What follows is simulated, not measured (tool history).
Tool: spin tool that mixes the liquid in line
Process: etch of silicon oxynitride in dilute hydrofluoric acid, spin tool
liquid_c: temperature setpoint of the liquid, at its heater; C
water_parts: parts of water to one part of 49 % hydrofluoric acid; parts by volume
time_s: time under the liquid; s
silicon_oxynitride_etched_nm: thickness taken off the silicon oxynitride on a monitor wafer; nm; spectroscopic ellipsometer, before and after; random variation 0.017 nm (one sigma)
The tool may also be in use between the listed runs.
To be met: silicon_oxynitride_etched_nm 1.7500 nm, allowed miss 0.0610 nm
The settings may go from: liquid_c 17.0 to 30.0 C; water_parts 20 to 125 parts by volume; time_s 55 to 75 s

| run | hour | liquid_c | water_parts | time_s | silicon_oxynitride_etched_nm |
|---|---|---|---|---|---|
| 1 | 0.0 | 22.0 | 70 | 75 | 2.6106 |
| 2 | 2.0 | 22.0 | 70 | 75 | 2.6929 |
| 3 | 9.2 | 22.0 | 70 | 75 | 2.6209 |
| 4 | 14.0 | 22.0 | 70 | 75 | 2.6876 |
| 5 | 15.9 | 20.5 | 75 | 75 | 2.2846 |
|  | 22.3 | thermometer replaced |
| 6 | 22.3 | 20.5 | 50 | 75 | 3.2168 |
| 7 | 25.8 | 19.5 | 60 | 75 | 2.5214 |
| 8 | 29.4 | 18.5 | 65 | 75 | 2.2073 |
| 9 | 35.4 | 18.0 | 70 | 75 | 1.9960 |
| 10 | 36.8 | 17.5 | 70 | 75 | 1.9460 |

5 next moves are on the table. One of them brings every result within its allowed miss. Which?
| A | 38.2 | 17.0 | 75 | 70 | ? |
| B | 38.2 | 18.0 | 65 | 70 | ? |
| C | 38.2 | 20.5 | 90 | 70 | ? |
| D | 38.2 | 20.5 | 70 | 70 | ? |
| E | 38.2 | 17.0 | 70 | 70 | ? |

| move | silicon_oxynitride_etched_nm |
|---|---|
| A | 1.6628 |
| B | 2.0318 |
| C | 1.6330 |
| D | 2.1310 |
| E | 1.7873 |
A: takes the result that was furthest off past its target
B: further off than the last run
C: takes the result that was furthest off past its target
D: further off than the last run
E: meets every target
Move E is the one to make.
